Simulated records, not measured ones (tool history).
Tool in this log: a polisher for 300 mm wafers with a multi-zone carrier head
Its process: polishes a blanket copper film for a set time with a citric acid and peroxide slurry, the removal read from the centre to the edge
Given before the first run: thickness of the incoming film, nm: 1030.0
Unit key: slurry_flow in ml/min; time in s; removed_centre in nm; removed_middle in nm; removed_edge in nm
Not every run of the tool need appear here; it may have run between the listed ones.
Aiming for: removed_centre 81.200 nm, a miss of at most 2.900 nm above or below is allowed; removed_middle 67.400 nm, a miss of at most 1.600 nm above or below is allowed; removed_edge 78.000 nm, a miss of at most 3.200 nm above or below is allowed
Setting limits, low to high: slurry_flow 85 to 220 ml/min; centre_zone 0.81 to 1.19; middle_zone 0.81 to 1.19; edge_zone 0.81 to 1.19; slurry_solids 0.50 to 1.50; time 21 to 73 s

run    day  slurry_flow  centre_zone  middle_zone  edge_zone  slurry_solids  time  removed_centre  removed_middle  removed_edge
  1  0.000          140         1.00         1.00       1.00           1.00    47          98.718          96.920        95.808
  2  0.208          140         1.07         1.00       1.00           1.00    47         107.110          97.298        97.276
  3  0.429          140         1.07         1.08       1.00           1.00    47         105.040         103.290        98.814
  4  0.546          140         1.07         1.08       1.00           0.90    47         103.670         101.170        97.039
  5  0.871          125         1.07         1.08       1.00           0.90    47          99.496          99.288        93.834
  6  1.021          125         1.07         1.08       1.00           1.10    47         103.890         102.510        97.822
  7  1.350           90         1.05         0.98       0.95           0.85    44          81.440          76.208        79.073
  8  1.600           90         1.05         0.94       0.96           0.85    44          81.043          73.080        79.725
  9  1.700           90         1.05         0.94       0.96           0.85    44          79.752          74.056        77.728
 10  2.050           85         1.08         0.84       0.98           0.85    44          81.295          65.190        78.168
 11  2.383           85         1.08         0.84       0.98           0.85    44          80.030          65.420        79.924

Next run, 4 choices. One meets every target within its allowed miss, the rest don't. Which?
  A  2.717           85         1.10         0.85       0.98           0.85    42               ?               ?             ?
  B  2.717          105         1.05         0.81       1.08           0.90    40               ?               ?             ?
  C  2.717           85         1.09         0.87       0.95           0.95    43               ?               ?             ?
  D  2.717           90         1.07         0.84       1.12           0.80    42               ?               ?             ?

move  removed_centre  removed_middle  removed_edge
   A          76.900          62.813        76.916
   B          77.188          62.782        81.617
   C          79.891          67.129        79.482
   D          75.789          62.805        82.093
A: further off than the last run
B: further off than the last run
C: all results land within tolerance of their targets
D: further off than the last run
Correct choice: C, which meets every target
